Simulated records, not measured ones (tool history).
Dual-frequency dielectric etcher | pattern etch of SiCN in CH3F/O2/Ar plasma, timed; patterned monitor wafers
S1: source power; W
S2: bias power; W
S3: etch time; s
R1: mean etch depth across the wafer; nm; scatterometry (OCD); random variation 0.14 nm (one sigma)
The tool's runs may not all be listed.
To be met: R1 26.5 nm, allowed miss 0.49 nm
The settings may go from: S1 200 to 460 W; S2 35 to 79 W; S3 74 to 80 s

run,hour,S1,S2,S3,R1
1,0,330,57,80,24.434
2,7.9,330,57,80,24.437
3,10.8,330,57,80,24.588
4,13.4,330,57,80,24.303
5,15.7,340,57,80,24.341
6,24.3,340,57,80,24.602
7,31.4,350,57,80,24.8
8,32.9,360,57,80,24.841
9,37.2,370,58,80,25.235
10,45.5,380,58,80,25.829

Which of these 4 next moves meets every target?
A,53.8,400,54,80,?
B,53.8,390,65,74,?
C,53.8,440,58,79,?
D,53.8,370,62,78,?

move,R1
A,25.424
B,24.938
C,26.541
D,25.42
A: further off than the last run
B: further off than the last run
C: meets every target
D: further off than the last run
The right move is C.
